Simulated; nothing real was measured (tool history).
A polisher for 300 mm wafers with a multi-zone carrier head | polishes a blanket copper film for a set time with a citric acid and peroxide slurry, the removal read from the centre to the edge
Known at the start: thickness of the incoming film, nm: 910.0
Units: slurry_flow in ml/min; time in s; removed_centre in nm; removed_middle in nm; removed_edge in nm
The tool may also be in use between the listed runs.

run 1 hour=0 | slurry_flow=265 centre_zone=1 middle_zone=1 edge_zone=1 slurry_solids=1 time=76 | removed_centre=166.37 removed_middle=163.14 removed_edge=168.52
run 2 hour=2 | slurry_flow=265 centre_zone=0.95 middle_zone=1 edge_zone=1 slurry_solids=1 time=76 | removed_centre=160.09 removed_middle=164.28 removed_edge=164.29
run 3 hour=6 | slurry_flow=265 centre_zone=0.95 middle_zone=1 edge_zone=0.92 slurry_solids=1 time=76 | removed_centre=162.74 removed_middle=162.66 removed_edge=160.99
run 4 hour=14.1 | slurry_flow=265 centre_zone=0.95 middle_zone=1.04 edge_zone=0.92 slurry_solids=1 time=76 | removed_centre=159.08 removed_middle=172.04 removed_edge=159.53
run 5 hour=19.6 | slurry_flow=260 centre_zone=0.96 middle_zone=1.02 edge_zone=0.96 slurry_solids=1.1 time=80 | removed_centre=174.72 removed_middle=177.63 removed_edge=176.57
run 6 hour=23.7 | slurry_flow=255 centre_zone=0.97 middle_zone=1.02 edge_zone=0.99 slurry_solids=1.15 time=83 | removed_centre=183.94 removed_middle=187.41 removed_edge=184.23
run 7 hour=30.9 | slurry_flow=255 centre_zone=0.97 middle_zone=1.02 edge_zone=0.99 slurry_solids=1.15 time=83 | removed_centre=182.36 removed_middle=185.85 removed_edge=187.07
run 8 hour=38.1 | slurry_flow=255 centre_zone=0.98 middle_zone=1.01 edge_zone=1.02 slurry_solids=1.2 time=85 | removed_centre=192.5 removed_middle=192.15 removed_edge=194.91
run 9 hour=40.2 | slurry_flow=250 centre_zone=0.97 middle_zone=0.99 edge_zone=1.05 slurry_solids=1.25 time=88 | removed_centre=197.33 removed_middle=197.81 removed_edge=208.25
run 10 hour=48.3 | slurry_flow=255 centre_zone=0.98 middle_zone=0.98 edge_zone=1.07 slurry_solids=1.3 time=90 | removed_centre=205.45 removed_middle=201.04 removed_edge=215.73

Run 11 comes next. What will it give?
run 11 hour=50.4 | slurry_flow=255 centre_zone=0.98 middle_zone=0.97 edge_zone=1.09 slurry_solids=1.35 time=92 | removed_centre=? removed_middle=? removed_edge=?

{"run 11": {"removed_centre": 212.25, "removed_middle": 209.63, "removed_edge": 219.74}}
